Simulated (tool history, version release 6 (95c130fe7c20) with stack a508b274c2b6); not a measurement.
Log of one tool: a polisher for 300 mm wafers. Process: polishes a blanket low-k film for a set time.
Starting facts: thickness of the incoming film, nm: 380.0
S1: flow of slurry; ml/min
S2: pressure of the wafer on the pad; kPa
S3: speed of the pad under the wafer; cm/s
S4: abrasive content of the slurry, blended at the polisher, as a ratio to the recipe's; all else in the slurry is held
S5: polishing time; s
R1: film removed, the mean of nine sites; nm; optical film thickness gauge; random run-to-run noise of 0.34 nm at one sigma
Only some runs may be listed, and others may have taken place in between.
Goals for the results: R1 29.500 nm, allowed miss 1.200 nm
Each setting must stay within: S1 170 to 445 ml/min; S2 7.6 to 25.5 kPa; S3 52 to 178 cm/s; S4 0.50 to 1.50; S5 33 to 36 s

run 1 hour=0.0 | S1=285 S2=16.5 S3=114 S4=1.00 S5=36 | R1=21.992
run 2 hour=7.3 | S1=285 S2=16.5 S3=114 S4=1.00 S5=33 | R1=20.494
run 3 hour=9.6 | S1=285 S2=17.2 S3=114 S4=1.00 S5=33 | R1=21.168
run 4 hour=12.2 | S1=285 S2=17.9 S3=114 S4=1.00 S5=33 | R1=22.056
run 5 hour=15.6 | S1=285 S2=17.9 S3=126 S4=1.00 S5=33 | R1=23.858
run 6 hour=16.5 | S1=285 S2=18.6 S3=126 S4=1.00 S5=33 | R1=24.078
run 7 hour=18.9 | S1=285 S2=19.3 S3=126 S4=1.00 S5=33 | R1=25.194
run 8 hour=23.8 | S1=285 S2=20.0 S3=126 S4=1.00 S5=33 | R1=26.108
run 9 hour=27.4 | S1=285 S2=20.7 S3=126 S4=1.00 S5=33 | R1=27.227
run 10 hour=34.2 | S1=285 S2=21.4 S3=126 S4=1.00 S5=33 | R1=27.484

Exactly one of the 4 candidate moves below puts every result within its allowed miss. Which one?
run A hour=41.0 | S1=300 S2=24.1 S3=118 S4=1.05 S5=35 | R1=?
run B hour=41.0 | S1=315 S2=24.8 S3=80 S4=1.00 S5=36 | R1=?
run C hour=41.0 | S1=295 S2=21.4 S3=124 S4=0.90 S5=36 | R1=?
run D hour=41.0 | S1=230 S2=19.3 S3=136 S4=1.00 S5=34 | R1=?

move=A R1=32.658
move=B R1=26.512
move=C R1=29.388
move=D R1=27.040
A: the result that was furthest off in the last run now lies on the other side of its target
B: lands further from the targets than the last run did
C: each result inside its tolerance
D: lands further from the targets than the last run did
The move that meets every target is C.
